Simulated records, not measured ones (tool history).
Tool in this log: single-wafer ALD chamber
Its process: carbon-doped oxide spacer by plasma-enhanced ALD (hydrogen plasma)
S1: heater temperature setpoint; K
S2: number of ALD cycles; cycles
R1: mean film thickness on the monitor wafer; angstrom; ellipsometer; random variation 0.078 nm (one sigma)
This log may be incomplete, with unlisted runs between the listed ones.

run 1 hour=0.0 | S1=663.15 S2=627 | R1=334.44
run 2 hour=9.7 | S1=663.15 S2=611 | R1=324.06
run 3 hour=15.9 | S1=663.15 S2=601 | R1=319.44
run 4 hour=23.0 | S1=663.15 S2=660 | R1=350.36
run 5 hour=29.2 | S1=671.15 S2=660 | R1=350.22
run 6 hour=38.4 | S1=671.15 S2=727 | R1=388.36
run 7 hour=44.0 | S1=671.15 S2=688 | R1=366.40

Expected results for the next run?
run 8 hour=53.7 | S1=671.15 S2=658 | R1=?

{"run 8": {"R1": 351.79}}
